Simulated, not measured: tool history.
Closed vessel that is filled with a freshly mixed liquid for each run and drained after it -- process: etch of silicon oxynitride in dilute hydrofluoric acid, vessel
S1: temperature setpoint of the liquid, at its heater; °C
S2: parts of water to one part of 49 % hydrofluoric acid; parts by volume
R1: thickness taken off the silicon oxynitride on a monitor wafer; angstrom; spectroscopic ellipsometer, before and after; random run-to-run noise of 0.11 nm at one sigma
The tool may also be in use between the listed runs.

{"run": 1, "hour": 0.0, "S1": 24.0, "S2": 115, "time in the liquid (s)": 2780, "R1": 338.56}
{"run": 2, "hour": 2.0, "S1": 24.0, "S2": 85, "time in the liquid (s)": 2780, "R1": 473.02}
{"run": 3, "hour": 2.6, "S1": 22.5, "S2": 90, "time in the liquid (s)": 2780, "R1": 414.0}
{"run": 4, "hour": 4.7, "S1": 22.5, "S2": 90, "time in the liquid (s)": 2780, "R1": 411.55}
{"run": 5, "hour": 7.4, "S1": 22.5, "S2": 90, "time in the liquid (s)": 2780, "R1": 411.98}
{"run": 6, "hour": 16.4, "S1": 21.0, "S2": 95, "time in the liquid (s)": 2780, "R1": 361.73}
{"run": 7, "hour": 24.0, "S1": 20.0, "S2": 95, "time in the liquid (s)": 2780, "R1": 345.39}
{"run": 8, "hour": 30.0, "S1": 19.5, "S2": 100, "time in the liquid (s)": 2780, "R1": 317.99}

Run 9 comes next. What will it give?
{"run": 9, "hour": 38.0, "S1": 19.0, "S2": 100, "time in the liquid (s)": 2780, "R1": "?"}

Run 9 gave R1 312.27 angstrom.
